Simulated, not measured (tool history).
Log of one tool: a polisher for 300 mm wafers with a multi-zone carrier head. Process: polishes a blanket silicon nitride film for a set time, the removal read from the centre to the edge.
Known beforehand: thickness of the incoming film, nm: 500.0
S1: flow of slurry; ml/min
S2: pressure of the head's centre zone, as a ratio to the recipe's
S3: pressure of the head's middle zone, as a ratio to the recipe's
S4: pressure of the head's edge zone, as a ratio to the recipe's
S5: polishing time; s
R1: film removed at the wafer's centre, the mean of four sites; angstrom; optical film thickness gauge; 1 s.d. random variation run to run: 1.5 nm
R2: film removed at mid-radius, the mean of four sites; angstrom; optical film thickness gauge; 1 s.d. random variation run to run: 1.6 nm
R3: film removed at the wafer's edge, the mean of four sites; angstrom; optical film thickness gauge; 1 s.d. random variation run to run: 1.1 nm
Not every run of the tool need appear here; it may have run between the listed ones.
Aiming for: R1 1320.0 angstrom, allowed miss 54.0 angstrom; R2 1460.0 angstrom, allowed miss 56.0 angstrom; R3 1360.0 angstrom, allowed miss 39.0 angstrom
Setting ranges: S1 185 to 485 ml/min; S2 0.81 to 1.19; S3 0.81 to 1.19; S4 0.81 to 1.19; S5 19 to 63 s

run	hour	S1	S2	S3	S4	S5	R1	R2	R3
1	0.0	310	1.00	1.00	1.00	41	1163.6	1193.2	1142.4
2	2.3	310	1.07	1.00	1.00	41	1269.4	1174.7	1161.2
3	7.0	315	1.06	1.02	1.03	42	1281.6	1208.8	1173.9
4	13.6	315	1.06	1.02	1.03	38	1162.0	1108.5	1083.0
5	18.0	275	1.06	1.02	1.03	38	1164.3	1074.0	1083.5
6	19.4	280	1.04	1.03	1.04	40	1194.2	1159.0	1137.2
7	21.2	280	1.04	1.03	1.04	40	1158.1	1178.2	1130.2
8	24.9	275	1.04	1.04	1.05	41	1196.0	1201.1	1167.3

Consider the 5 candidate settings below. Which is the only one whose results all fall within their allowed miss of target?
A	28.6	335	0.95	1.19	1.02	48	?	?	?
B	28.6	420	1.19	1.19	0.90	40	?	?	?
C	28.6	365	0.92	1.01	0.95	50	?	?	?
D	28.6	270	0.81	1.14	1.06	51	?	?	?
E	28.6	350	1.02	1.07	1.02	48	?	?	?

move	R1	R2	R3
A	1326.3	1596.5	1350.3
B	1385.3	1349.3	1073.0
C	1348.5	1454.2	1369.0
D	1195.5	1608.9	1444.8
E	1419.9	1461.1	1355.7
A: the furthest-off result lands on target, but another misses its tolerance
B: further off than the last run
C: in spec on every target
D: pushes the last run's worst result past its target
E: the furthest-off result lands on target, but another misses its tolerance
Answer: C
